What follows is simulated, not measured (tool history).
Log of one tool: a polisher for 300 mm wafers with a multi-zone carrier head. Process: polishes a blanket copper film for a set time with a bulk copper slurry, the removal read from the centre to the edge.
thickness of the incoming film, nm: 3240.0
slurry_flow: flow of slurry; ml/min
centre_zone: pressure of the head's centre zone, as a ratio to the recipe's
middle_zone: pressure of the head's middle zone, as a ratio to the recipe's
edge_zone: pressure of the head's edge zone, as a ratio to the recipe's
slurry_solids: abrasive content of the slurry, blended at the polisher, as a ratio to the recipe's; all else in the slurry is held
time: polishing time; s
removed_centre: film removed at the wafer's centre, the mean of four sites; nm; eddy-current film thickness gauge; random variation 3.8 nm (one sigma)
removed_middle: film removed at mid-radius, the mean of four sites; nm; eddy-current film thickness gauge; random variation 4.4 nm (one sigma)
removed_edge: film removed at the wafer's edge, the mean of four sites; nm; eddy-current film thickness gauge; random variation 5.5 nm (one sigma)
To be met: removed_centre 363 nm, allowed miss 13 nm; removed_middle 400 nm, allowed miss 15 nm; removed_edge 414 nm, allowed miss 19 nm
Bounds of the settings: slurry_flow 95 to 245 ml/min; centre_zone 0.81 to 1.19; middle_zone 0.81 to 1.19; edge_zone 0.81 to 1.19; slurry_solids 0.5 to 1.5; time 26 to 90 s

run	hour	slurry_flow	centre_zone	middle_zone	edge_zone	slurry_solids	time	removed_centre	removed_middle	removed_edge
1	0	155	1	1	1	1	58	678.69	679.73	690.72
2	3.5	155	1	0.91	1	1	58	664.67	606.24	687.98
3	6.8	155	1.03	0.91	1	1	58	708.9	619.51	683.54
4	11.6	155	1.03	0.91	1	0.85	58	673.72	601.67	684.11
5	16.1	185	1.03	0.91	1	0.85	58	712.59	634.73	694.01
6	20.5	185	1.03	0.87	1	0.85	58	711.93	602	698.66
7	23.9	180	0.99	0.9	0.96	0.75	50	579.89	515.34	566.35
8	30.9	160	0.93	0.92	0.93	0.65	48	505.46	496.62	517.55
9	33.4	145	0.89	0.91	0.92	0.6	46	454.42	456.27	492.82

Which of these 4 next moves meets every target?
A	35.9	125	0.88	1.01	0.98	0.85	37	?	?	?
B	35.9	205	0.91	1.19	0.81	0.5	38	?	?	?
C	35.9	145	0.98	0.85	0.87	0.5	51	?	?	?
D	35.9	215	1.04	0.91	0.92	0.5	47	?	?	?

move	removed_centre	removed_middle	removed_edge
A	361.86	400.67	422.84
B	396.76	479.98	398.49
C	533.54	471.95	533.38
D	553.37	485.23	526.1
A: meets every target
B: nearer than the last run, and not there yet
C: further off than the last run
D: further off than the last run
Answer: A

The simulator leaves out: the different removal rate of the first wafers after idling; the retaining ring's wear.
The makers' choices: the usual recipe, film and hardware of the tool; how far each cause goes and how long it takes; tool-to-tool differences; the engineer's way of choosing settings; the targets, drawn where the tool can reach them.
